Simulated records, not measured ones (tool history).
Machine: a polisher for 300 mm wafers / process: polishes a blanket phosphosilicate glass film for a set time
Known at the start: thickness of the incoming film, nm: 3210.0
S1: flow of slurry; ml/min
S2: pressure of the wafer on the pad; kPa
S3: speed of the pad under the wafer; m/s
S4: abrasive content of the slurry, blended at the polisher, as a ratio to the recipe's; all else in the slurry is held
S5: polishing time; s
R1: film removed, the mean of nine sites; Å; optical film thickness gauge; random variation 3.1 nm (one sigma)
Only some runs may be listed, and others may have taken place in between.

| run | hour | S1 | S2 | S3 | S4 | S5 | R1 |
|---|---|---|---|---|---|---|---|
| 1 | 0 | 280 | 22.1 | 0.98 | 1 | 55 | 5000 |
| 2 | 3.9 | 280 | 22.1 | 0.98 | 1.1 | 55 | 5244.7 |
| 3 | 12.9 | 280 | 22.1 | 0.98 | 1 | 55 | 4977.3 |
| 4 | 16.8 | 280 | 18.6 | 0.96 | 1 | 55 | 4252.4 |
| 5 | 22.9 | 280 | 16.5 | 0.94 | 1 | 55 | 3867.6 |
| 6 | 24.2 | 280 | 16.5 | 0.94 | 1 | 49 | 3329.4 |
| 7 | 26.1 | 280 | 15.2 | 0.94 | 1 | 49 | 3192 |
| 8 | 31 | 280 | 14.5 | 0.94 | 1 | 49 | 2989.7 |

Run 9 is up next; what results do you expect?
| 9 | 40 | 280 | 13.8 | 0.94 | 1 | 49 | ? |

{"run 9": {"R1": 2886.1}}
